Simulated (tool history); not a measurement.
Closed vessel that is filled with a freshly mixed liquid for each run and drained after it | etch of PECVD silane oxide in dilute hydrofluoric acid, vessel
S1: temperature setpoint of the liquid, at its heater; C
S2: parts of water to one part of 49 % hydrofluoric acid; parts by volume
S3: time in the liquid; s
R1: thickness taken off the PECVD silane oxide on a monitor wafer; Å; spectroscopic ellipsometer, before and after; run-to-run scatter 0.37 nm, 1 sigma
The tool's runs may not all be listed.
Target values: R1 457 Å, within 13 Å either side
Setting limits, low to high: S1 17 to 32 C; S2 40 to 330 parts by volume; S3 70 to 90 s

{"run": 1, "hour": 0.0, "S1": 24, "S2": 185, "S3": 90, "R1": 190.43}
{"run": 2, "hour": 7.6, "S1": 24, "S2": 145, "S3": 90, "R1": 254.8}
{"run": 3, "hour": 12.8, "S1": 24, "S2": 145, "S3": 90, "R1": 257.24}
{"run": 4, "hour": 20.6, "S1": 24, "S2": 145, "S3": 70, "R1": 201.01}
{"run": 5, "hour": 26.5, "S1": 25, "S2": 130, "S3": 70, "R1": 232.57}
{"run": 6, "hour": 29.2, "S1": 25, "S2": 100, "S3": 70, "R1": 316.96}
{"hour": 31.7, "done": "hydrofluoric acid flow meter replaced"}
{"run": 7, "hour": 31.7, "S1": 26, "S2": 95, "S3": 70, "R1": 392.68}
{"run": 8, "hour": 40.2, "S1": 28, "S2": 95, "S3": 70, "R1": 413.48}
{"run": 9, "hour": 44.1, "S1": 29, "S2": 95, "S3": 70, "R1": 436.68}

Exactly one of the 5 candidate moves below puts every result within its allowed miss. Which one?
{"run": "A", "hour": 48.0, "S1": 32, "S2": 135, "S3": 90, "R1": "?"}
{"run": "B", "hour": 48.0, "S1": 28, "S2": 95, "S3": 70, "R1": "?"}
{"run": "C", "hour": 48.0, "S1": 32, "S2": 120, "S3": 85, "R1": "?"}
{"run": "D", "hour": 48.0, "S1": 27, "S2": 115, "S3": 90, "R1": "?"}
{"run": "E", "hour": 48.0, "S1": 29.5, "S2": 125, "S3": 90, "R1": "?"}

move=A R1=418.07
move=B R1=421.11
move=C R1=453.73
move=D R1=419.25
move=E R1=418.07
A: its largest miss is bigger than the last run's
B: its largest miss is bigger than the last run's
C: hits every target within its allowed miss
D: its largest miss is bigger than the last run's
E: its largest miss is bigger than the last run's
Correct choice: C, which meets every target

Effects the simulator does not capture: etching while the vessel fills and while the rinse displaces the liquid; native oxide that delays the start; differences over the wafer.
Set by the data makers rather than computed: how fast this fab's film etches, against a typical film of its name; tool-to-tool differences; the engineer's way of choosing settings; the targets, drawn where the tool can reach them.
